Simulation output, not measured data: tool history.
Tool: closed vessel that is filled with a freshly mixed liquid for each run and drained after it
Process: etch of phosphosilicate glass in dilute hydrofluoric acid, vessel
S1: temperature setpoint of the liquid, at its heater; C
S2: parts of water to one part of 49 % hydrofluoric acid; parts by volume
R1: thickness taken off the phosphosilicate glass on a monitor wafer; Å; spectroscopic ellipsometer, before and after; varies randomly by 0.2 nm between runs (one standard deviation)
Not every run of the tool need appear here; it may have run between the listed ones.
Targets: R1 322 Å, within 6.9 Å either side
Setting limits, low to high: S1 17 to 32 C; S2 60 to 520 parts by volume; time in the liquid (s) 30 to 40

Run 1, hour 0: S1 24 C, S2 290 parts by volume, time in the liquid (s) 40. Result: R1 108.96 Å.
Run 2, hour 6: S1 24 C, S2 290 parts by volume, time in the liquid (s) 30. Result: R1 80.649 Å.
Run 3, hour 9.2: S1 24 C, S2 205 parts by volume, time in the liquid (s) 30. Result: R1 125.72 Å.
Run 4, hour 18.2: S1 24 C, S2 130 parts by volume, time in the liquid (s) 30. Result: R1 214.29 Å.
Run 5, hour 20.4: S1 24 C, S2 130 parts by volume, time in the liquid (s) 30. Result: R1 214.42 Å.
Run 6, hour 23.2: S1 26 C, S2 125 parts by volume, time in the liquid (s) 30. Result: R1 245.49 Å.
Run 7, hour 25.9: S1 27 C, S2 125 parts by volume, time in the liquid (s) 30. Result: R1 253.6 Å.
Run 8, hour 32.5: S1 28 C, S2 125 parts by volume, time in the liquid (s) 30. Result: R1 262.97 Å.

Consider the 4 candidate settings below. Which is the only one whose results all fall within their allowed miss of target?
Run A, hour 39.1: S1 24.5 C, S2 115 parts by volume, time in the liquid (s) 40. Result: R1 ?.
Run B, hour 39.1: S1 27 C, S2 125 parts by volume, time in the liquid (s) 40. Result: R1 ?.
Run C, hour 39.1: S1 26.5 C, S2 135 parts by volume, time in the liquid (s) 40. Result: R1 ?.
Run D, hour 39.1: S1 30.5 C, S2 145 parts by volume, time in the liquid (s) 40. Result: R1 ?.

move      R1
   A  336.37
   B  336.43
   C  301.89
   D  321.48
A: takes the biggest miss from the last run beyond its target
B: takes the biggest miss from the last run beyond its target
C: gains on the last run, yet a result remains outside its allowed miss
D: meets every target
Go with D: it meets all targets.

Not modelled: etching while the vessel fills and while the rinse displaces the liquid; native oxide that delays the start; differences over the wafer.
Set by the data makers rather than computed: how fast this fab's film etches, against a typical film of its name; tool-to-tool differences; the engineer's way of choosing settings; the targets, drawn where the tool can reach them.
